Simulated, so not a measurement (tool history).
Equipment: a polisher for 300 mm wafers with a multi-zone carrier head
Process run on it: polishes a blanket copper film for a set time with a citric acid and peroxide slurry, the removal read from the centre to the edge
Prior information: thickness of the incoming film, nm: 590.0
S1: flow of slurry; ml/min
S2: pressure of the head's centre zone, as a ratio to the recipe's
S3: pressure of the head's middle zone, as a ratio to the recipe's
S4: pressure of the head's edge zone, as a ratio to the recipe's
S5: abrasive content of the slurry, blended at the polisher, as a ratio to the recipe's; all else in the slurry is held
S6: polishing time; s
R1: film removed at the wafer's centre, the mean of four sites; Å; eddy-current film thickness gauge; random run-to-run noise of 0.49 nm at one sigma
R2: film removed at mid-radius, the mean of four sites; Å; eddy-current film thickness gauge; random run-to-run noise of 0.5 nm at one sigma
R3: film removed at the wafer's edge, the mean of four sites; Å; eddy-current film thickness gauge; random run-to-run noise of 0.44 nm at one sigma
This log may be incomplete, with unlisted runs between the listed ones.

run  hour   S1    S2    S3    S4    S5  S6      R1      R2      R3
  1   0.0  270  1.00  1.00  1.00  1.00  48  584.62  552.61  590.60
  2   2.6  270  1.00  1.00  1.00  1.00  41  488.07  485.63  499.18
  3   5.8  270  1.01  0.99  0.98  0.95  40  482.08  463.91  478.18
  4  10.6  270  1.01  0.99  0.96  0.90  40  463.10  452.80  459.83
  5  12.2  320  1.01  0.99  0.96  0.90  40  492.80  462.94  472.33
  6  14.1  320  1.01  0.99  1.01  0.90  40  491.58  456.30  487.18

Expected results for the next run?
  7  20.6  315  1.01  0.98  0.98  0.85  40   ?   ?   ?

R1: 481.65 Å
R2: 455.19 Å
R3: 473.63 Å

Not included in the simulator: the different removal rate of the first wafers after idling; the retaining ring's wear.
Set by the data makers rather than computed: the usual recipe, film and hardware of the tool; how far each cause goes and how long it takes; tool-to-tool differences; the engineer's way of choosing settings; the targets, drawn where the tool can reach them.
